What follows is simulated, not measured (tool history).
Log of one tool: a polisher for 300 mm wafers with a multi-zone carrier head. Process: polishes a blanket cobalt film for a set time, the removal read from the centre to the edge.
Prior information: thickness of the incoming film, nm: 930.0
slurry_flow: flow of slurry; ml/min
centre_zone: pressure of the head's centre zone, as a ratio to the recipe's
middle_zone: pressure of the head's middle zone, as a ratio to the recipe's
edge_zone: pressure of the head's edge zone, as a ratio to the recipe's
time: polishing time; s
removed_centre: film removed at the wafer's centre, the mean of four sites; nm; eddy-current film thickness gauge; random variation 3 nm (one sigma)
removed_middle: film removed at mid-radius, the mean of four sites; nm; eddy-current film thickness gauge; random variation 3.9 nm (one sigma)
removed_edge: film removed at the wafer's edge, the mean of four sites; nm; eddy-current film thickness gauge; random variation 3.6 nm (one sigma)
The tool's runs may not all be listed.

run,hour,slurry_flow,centre_zone,middle_zone,edge_zone,time,removed_centre,removed_middle,removed_edge
1,0.0,265,1.00,1.00,1.00,53,258.27,270.70,259.35
2,5.4,305,1.00,1.00,1.00,53,262.22,271.14,257.64
3,7.4,295,1.01,1.02,1.03,56,281.47,293.86,269.96
4,14.8,265,1.01,1.02,1.03,56,277.74,288.95,275.88
5,21.1,265,0.93,1.02,1.03,56,259.32,290.95,276.27
6,25.0,260,0.94,1.02,1.04,59,275.03,305.91,288.90
# hour 26.6: edge zone pressure recalibrated
7,26.6,250,0.95,1.02,1.05,61,283.11,313.05,310.99
8,29.2,255,0.97,1.03,1.06,62,294.03,324.27,315.90

The next listed run, before its measurement:
9,34.1,260,0.99,1.04,1.07,63,?,?,?

{"run 9": {"removed_centre": 303.6, "removed_middle": 329.17, "removed_edge": 318.55}}

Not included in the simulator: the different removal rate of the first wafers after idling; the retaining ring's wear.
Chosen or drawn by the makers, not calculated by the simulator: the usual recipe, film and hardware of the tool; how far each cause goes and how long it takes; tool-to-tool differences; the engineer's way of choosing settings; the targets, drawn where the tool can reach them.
